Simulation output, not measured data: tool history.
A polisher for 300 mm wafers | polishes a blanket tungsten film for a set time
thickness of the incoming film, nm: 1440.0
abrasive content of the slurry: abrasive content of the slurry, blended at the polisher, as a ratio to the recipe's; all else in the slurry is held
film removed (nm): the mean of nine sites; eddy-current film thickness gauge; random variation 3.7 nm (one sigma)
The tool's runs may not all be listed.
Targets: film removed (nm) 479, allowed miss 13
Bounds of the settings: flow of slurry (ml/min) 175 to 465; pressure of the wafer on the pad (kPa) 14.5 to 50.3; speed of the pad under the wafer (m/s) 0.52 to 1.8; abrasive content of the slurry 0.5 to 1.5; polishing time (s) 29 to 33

run,hour,flow of slurry (ml/min),pressure of the wafer on the pad (kPa),speed of the pad under the wafer (m/s),abrasive content of the slurry,polishing time (s),film removed (nm)
1,0,295,32.4,1.16,1,33,265.63
2,4.7,295,32.4,1.16,1,33,261.85
3,12.5,295,32.4,0.88,1,33,202.23
4,19,295,26.2,0.88,1,33,163.37
5,27.9,295,26.2,0.64,1,33,122
6,36.8,300,32.4,0.76,1,33,173.98
7,38.5,300,36.5,0.86,1,33,221.83
8,44.9,315,45.5,1.18,1,33,373.66
9,48.9,315,46.9,1.22,1,33,402.52
10,52.2,315,47.6,1.24,1,33,411.74
11,59.8,315,48.3,1.26,1,33,424.73
12,66.3,315,49,1.28,1,33,440.86
13,67.2,315,49,1.3,1,33,449.3
14,75.6,325,50.3,1.32,1,33,462.42
15,83,320,50.3,1.32,1,33,464.76

Which of these 5 next moves meets every target?
A,90.4,325,46.2,1.5,1.05,30,?
B,90.4,340,50.3,1.4,0.95,32,?
C,90.4,380,48.3,1.26,1.05,33,?
D,90.4,290,49.6,1.42,1.1,29,?
E,90.4,310,49.6,1.46,1,30,?

move,film removed (nm)
A,447.82
B,476.98
C,439.45
D,440.09
E,460.98
A: further off than the last run
B: meets every target
C: further off than the last run
D: further off than the last run
E: further off than the last run
The right move is B.
